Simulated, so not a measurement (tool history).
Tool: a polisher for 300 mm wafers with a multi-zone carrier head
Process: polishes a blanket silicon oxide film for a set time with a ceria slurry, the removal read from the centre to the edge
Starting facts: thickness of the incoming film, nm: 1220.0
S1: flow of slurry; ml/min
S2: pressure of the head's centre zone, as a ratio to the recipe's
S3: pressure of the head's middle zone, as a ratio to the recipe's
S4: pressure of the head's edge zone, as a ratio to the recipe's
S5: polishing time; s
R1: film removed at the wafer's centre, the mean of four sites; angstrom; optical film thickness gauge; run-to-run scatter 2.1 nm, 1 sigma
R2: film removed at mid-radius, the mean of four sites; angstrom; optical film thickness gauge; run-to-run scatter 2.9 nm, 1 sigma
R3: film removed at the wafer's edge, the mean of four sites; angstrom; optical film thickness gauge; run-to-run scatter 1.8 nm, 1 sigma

Run 1, hour 0: S1 315 ml/min, S2 1, S3 1, S4 1, S5 46 s. Result: R1 2639.9 angstrom, R2 2577.4 angstrom, R3 2709.7 angstrom.
Run 2, hour 6.4: S1 315 ml/min, S2 1, S3 1, S4 0.95, S5 46 s. Result: R1 2603.1 angstrom, R2 2579.8 angstrom, R3 2632.6 angstrom.
Run 3, hour 13.6: S1 285 ml/min, S2 1, S3 1, S4 0.95, S5 46 s. Result: R1 2551.7 angstrom, R2 2514.7 angstrom, R3 2613.7 angstrom.
Run 4, hour 20: S1 285 ml/min, S2 1, S3 1.08, S4 0.95, S5 46 s. Result: R1 2626.1 angstrom, R2 2685.9 angstrom, R3 2572.8 angstrom.
Run 5, hour 25.4: S1 275 ml/min, S2 0.96, S3 1.06, S4 0.94, S5 46 s. Result: R1 2481.6 angstrom, R2 2643.1 angstrom, R3 2562 angstrom.
Run 6, hour 26.9: S1 275 ml/min, S2 1.02, S3 1.06, S4 0.94, S5 46 s. Result: R1 2635 angstrom, R2 2626.8 angstrom, R3 2599.3 angstrom.

For run 7, what comes out?
Run 7, hour 28.5: S1 260 ml/min, S2 0.97, S3 1.05, S4 0.95, S5 46 s. Result: R1 ?, R2 ?, R3 ?.

{"run 7": {"R1": 2519.4, "R2": 2602, "R3": 2567.8}}
